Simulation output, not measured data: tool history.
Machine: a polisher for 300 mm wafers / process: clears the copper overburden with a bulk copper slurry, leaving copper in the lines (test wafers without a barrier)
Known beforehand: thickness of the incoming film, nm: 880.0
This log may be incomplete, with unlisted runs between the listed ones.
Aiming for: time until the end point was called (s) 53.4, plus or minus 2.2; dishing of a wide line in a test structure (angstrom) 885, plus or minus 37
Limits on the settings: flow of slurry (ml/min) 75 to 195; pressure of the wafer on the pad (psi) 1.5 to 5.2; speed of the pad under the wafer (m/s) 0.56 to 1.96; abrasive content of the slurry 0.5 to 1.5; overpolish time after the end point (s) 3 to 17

| run | hour | flow of slurry (ml/min) | pressure of the wafer on the pad (psi) | speed of the pad under the wafer (m/s) | abrasive content of the slurry | overpolish time after the end point (s) | time until the end point was called (s) | dishing of a wide line in a test structure (angstrom) |
|---|---|---|---|---|---|---|---|---|
| 1 | 0 | 125 | 3.3 | 1.26 | 1 | 9 | 72.097 | 550.24 |
| 2 | 2.7 | 125 | 3.4 | 1.26 | 1 | 9 | 71.367 | 554.26 |
| 3 | 5 | 125 | 3.5 | 1.26 | 1 | 9 | 70.264 | 576.35 |
| 4 | 7.7 | 125 | 3.5 | 1.04 | 1 | 9 | 83.487 | 502.56 |
| 5 | 8.5 | 125 | 3.5 | 1.04 | 1 | 12 | 83.036 | 614.35 |
| 6 | 17.1 | 130 | 3.7 | 1.04 | 1 | 12 | 77.353 | 632.82 |
| 7 | 20.4 | 140 | 4.7 | 1.06 | 1 | 14 | 65.559 | 789.99 |
| 8 | 28.9 | 140 | 4.8 | 1.08 | 1 | 14 | 62.422 | 793.05 |
| 9 | 31.7 | 140 | 4.9 | 1.1 | 1 | 14 | 60.309 | 804.74 |
| 10 | 39.7 | 140 | 4.9 | 1.12 | 1 | 14 | 58.131 | 834.76 |
| 11 | 41 | 140 | 5.1 | 1.14 | 1 | 14 | 57.629 | 833.34 |

Below are 4 possible settings for the next run. Only one of them brings all results inside the allowed miss of their targets. Which is it?
| A | 42.3 | 140 | 4.7 | 1.14 | 0.85 | 14 | ? | ? |
| B | 42.3 | 140 | 4.9 | 1.2 | 1.25 | 15 | ? | ? |
| C | 42.3 | 140 | 5.1 | 1.12 | 0.85 | 13 | ? | ? |
| D | 42.3 | 135 | 5.2 | 1.16 | 1.15 | 12 | ? | ? |

| move | time until the end point was called (s) | dishing of a wide line in a test structure (angstrom) |
|---|---|---|
| A | 63.583 | 811.25 |
| B | 54.368 | 904.65 |
| C | 60.828 | 803.25 |
| D | 54.973 | 813.25 |
A: lands further from the targets than the last run did
B: all results in spec
C: lands further from the targets than the last run did
D: corrects the largest miss of the last run, while another result sits out of spec
The move that meets every target is B.

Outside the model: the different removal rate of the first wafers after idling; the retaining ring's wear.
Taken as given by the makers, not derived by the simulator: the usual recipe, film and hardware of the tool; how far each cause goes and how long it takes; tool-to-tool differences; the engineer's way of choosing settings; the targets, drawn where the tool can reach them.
